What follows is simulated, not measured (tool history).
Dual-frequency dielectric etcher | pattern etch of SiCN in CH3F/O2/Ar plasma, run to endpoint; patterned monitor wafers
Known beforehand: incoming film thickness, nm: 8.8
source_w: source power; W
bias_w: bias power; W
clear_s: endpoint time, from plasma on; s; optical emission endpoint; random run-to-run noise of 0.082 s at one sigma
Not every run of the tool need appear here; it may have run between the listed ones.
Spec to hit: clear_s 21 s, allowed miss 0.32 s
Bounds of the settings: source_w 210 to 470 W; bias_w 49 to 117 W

run,day,source_w,bias_w,clear_s
1,0,340,83,23.274
2,0.158,350,83,23.036
3,0.279,350,72,24.605
4,0.317,390,72,23.733
5,0.621,400,74,23.182
6,0.879,400,64,24.689
7,0.954,410,67,23.915
8,1.162,420,69,23.53
9,1.421,430,71,23.095
10,1.717,470,85,20.553

Next run, 4 choices. One meets every target within its allowed miss, the rest don't. Which?
A,2.012,470,86,?
B,2.012,460,89,?
C,2.012,450,85,?
D,2.012,450,94,?

move,clear_s
A,20.322
B,20.164
C,20.725
D,19.83
A: lands further from the targets than the last run did
B: lands further from the targets than the last run did
C: in spec on every target
D: lands further from the targets than the last run did
Move C is the one to make.
